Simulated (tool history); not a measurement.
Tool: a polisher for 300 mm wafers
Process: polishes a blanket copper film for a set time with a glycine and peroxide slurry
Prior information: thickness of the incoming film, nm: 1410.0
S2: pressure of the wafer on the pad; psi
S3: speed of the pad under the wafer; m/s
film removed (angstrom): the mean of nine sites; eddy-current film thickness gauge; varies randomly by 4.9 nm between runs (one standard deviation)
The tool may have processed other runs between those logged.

Run 1, hour 0.0: flow of slurry (ml/min) 295, S2 2.2 psi, S3 1.20 m/s, polishing time (s) 99. Result: film removed (angstrom) 5446.0.
Run 2, hour 6.7: flow of slurry (ml/min) 295, S2 2.1 psi, S3 1.20 m/s, polishing time (s) 99. Result: film removed (angstrom) 5372.8.
Run 3, hour 12.4: flow of slurry (ml/min) 295, S2 2.1 psi, S3 1.20 m/s, polishing time (s) 104. Result: film removed (angstrom) 5551.4.
Run 4, hour 20.1: flow of slurry (ml/min) 295, S2 2.0 psi, S3 1.20 m/s, polishing time (s) 104. Result: film removed (angstrom) 5410.5.
Run 5, hour 28.7: flow of slurry (ml/min) 295, S2 2.0 psi, S3 1.20 m/s, polishing time (s) 99. Result: film removed (angstrom) 5110.9.
Run 6, hour 37.2: flow of slurry (ml/min) 295, S2 2.3 psi, S3 1.20 m/s, polishing time (s) 99. Result: film removed (angstrom) 5588.5.
Run 7, hour 43.0: flow of slurry (ml/min) 295, S2 2.2 psi, S3 1.20 m/s, polishing time (s) 99. Result: film removed (angstrom) 5486.3.

Run 8 has not been measured yet. What should we expect?
Run 8, hour 50.6: flow of slurry (ml/min) 295, S2 2.1 psi, S3 1.20 m/s, polishing time (s) 99. Result: film removed (angstrom) ?.

{"run 8": {"film removed (angstrom)": 5330.6}}
